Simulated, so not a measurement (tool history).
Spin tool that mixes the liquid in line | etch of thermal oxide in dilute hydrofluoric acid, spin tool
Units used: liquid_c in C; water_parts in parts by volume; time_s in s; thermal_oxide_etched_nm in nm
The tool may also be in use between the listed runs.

{"run": 1, "hour": 0.0, "liquid_c": 24, "water_parts": 150, "time_s": 90, "thermal_oxide_etched_nm": 2.4328}
{"run": 2, "hour": 7.1, "liquid_c": 27.5, "water_parts": 150, "time_s": 90, "thermal_oxide_etched_nm": 2.7966}
{"run": 3, "hour": 12.2, "liquid_c": 27.5, "water_parts": 105, "time_s": 90, "thermal_oxide_etched_nm": 4.1261}
{"run": 4, "hour": 16.5, "liquid_c": 27.5, "water_parts": 105, "time_s": 70, "thermal_oxide_etched_nm": 3.2682}
{"run": 5, "hour": 24.5, "liquid_c": 28, "water_parts": 105, "time_s": 70, "thermal_oxide_etched_nm": 3.3128}
{"run": 6, "hour": 28.9, "liquid_c": 28, "water_parts": 105, "time_s": 90, "thermal_oxide_etched_nm": 4.2837}
{"run": 7, "hour": 35.5, "liquid_c": 27, "water_parts": 105, "time_s": 90, "thermal_oxide_etched_nm": 4.0953}
{"run": 8, "hour": 37.3, "liquid_c": 26, "water_parts": 105, "time_s": 90, "thermal_oxide_etched_nm": 4.0013}
{"run": 9, "hour": 45.0, "liquid_c": 25, "water_parts": 105, "time_s": 90, "thermal_oxide_etched_nm": 3.7748}

Predict the results of run 10:
{"hour": 49.4, "done": "thermometer replaced"}
{"run": 10, "hour": 49.4, "liquid_c": 24.5, "water_parts": 105, "time_s": 90, "thermal_oxide_etched_nm": "?"}

thermal_oxide_etched_nm: 3.927 nm
